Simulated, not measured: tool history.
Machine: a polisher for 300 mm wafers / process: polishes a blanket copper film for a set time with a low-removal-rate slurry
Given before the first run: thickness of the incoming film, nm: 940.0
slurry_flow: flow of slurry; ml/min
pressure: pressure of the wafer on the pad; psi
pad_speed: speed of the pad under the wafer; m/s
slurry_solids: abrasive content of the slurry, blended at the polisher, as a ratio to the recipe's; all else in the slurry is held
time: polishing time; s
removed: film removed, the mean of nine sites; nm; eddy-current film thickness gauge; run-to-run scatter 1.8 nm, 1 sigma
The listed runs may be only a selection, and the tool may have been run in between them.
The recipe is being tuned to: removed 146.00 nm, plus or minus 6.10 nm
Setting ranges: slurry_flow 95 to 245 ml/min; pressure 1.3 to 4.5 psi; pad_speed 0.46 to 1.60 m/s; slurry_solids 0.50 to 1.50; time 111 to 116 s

run  hour  slurry_flow  pressure  pad_speed  slurry_solids  time  removed
  1   0.0          155       2.9       1.02           1.00   111   350.80
  2   7.8          140       2.9       1.02           1.00   111   353.96
  3  10.9          140       2.4       0.90           1.00   111   253.18
  4  11.7          140       2.0       0.86           1.00   111   208.22
  5  14.9          140       2.4       0.86           1.00   111   245.70
  6  20.9          170       2.4       0.86           1.00   111   252.91
  7  29.1          165       2.0       0.82           1.00   111   204.26
  8  31.8          165       1.8       0.80           1.00   111   181.84
  9  40.0          165       1.6       0.80           1.00   111   170.50
 10  46.2          165       1.5       0.78           1.00   111   157.09
 11  50.9          155       1.3       0.78           1.00   111   138.91
 12  57.9          160       1.3       0.78           1.00   111   136.70
 13  62.3          165       1.3       0.78           1.00   111   136.40

Pick the move, out of 4, that brings all results within their allowed miss; only one does.
  A  66.7          150       2.0       0.54           0.75   111        ?
  B  66.7          155       1.6       0.60           1.00   116        ?
  C  66.7          225       1.6       0.64           0.95   116        ?
  D  66.7          145       1.6       0.66           0.90   111        ?

move  removed
   A   133.83
   B   134.99
   C   149.27
   D   137.58
A: misses by more than the last run did
B: misses by more than the last run did
C: every result lands within tolerance
D: better than the last run, though not everything is in spec
Correct choice: C, which meets every target
